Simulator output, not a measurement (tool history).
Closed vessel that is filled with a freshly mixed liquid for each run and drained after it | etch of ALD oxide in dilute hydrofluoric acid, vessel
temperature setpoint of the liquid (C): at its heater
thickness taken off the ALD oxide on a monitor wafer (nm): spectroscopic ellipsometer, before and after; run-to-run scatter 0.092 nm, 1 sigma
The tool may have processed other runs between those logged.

run,day,temperature setpoint of the liquid (C),parts of water to one part of 49 % hydrofluoric acid (parts by volume),time in the liquid (s),thickness taken off the ALD oxide on a monitor wafer (nm)
1,0.000,25.0,205,100,14.216
2,0.042,25.0,205,105,15.014
3,0.275,25.0,250,105,11.743
4,0.492,27.5,225,105,14.713
5,0.821,29.0,205,105,17.373
6,1.171,29.0,205,105,17.404

Predict the results of run 7:
7,1.221,30.0,195,105,?

thickness taken off the ALD oxide on a monitor wafer (nm): 19.175

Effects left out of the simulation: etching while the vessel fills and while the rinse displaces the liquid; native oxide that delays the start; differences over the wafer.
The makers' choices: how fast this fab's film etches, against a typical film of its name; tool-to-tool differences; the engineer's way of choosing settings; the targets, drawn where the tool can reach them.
